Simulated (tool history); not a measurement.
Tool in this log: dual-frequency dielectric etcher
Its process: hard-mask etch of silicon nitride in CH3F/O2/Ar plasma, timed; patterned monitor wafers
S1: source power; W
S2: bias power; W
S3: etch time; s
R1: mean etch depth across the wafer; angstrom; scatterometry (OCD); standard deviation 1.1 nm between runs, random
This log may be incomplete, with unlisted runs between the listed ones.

run 1 hour=0 | S1=540 S2=93 S3=237 | R1=1822.9
run 2 hour=7.4 | S1=570 S2=95 S3=237 | R1=1895.4
run 3 hour=14.7 | S1=590 S2=95 S3=237 | R1=1899.6
run 4 hour=23 | S1=590 S2=84 S3=237 | R1=1781.4
run 5 hour=27.1 | S1=590 S2=84 S3=237 | R1=1776.7
run 6 hour=30.1 | S1=610 S2=87 S3=237 | R1=1817.4
run 7 hour=33.8 | S1=630 S2=91 S3=237.5 | R1=1876.2

Run 8 has not been measured yet. What should we expect?
run 8 hour=37.5 | S1=640 S2=95 S3=238 | R1=?

R1: 1945.3 angstrom
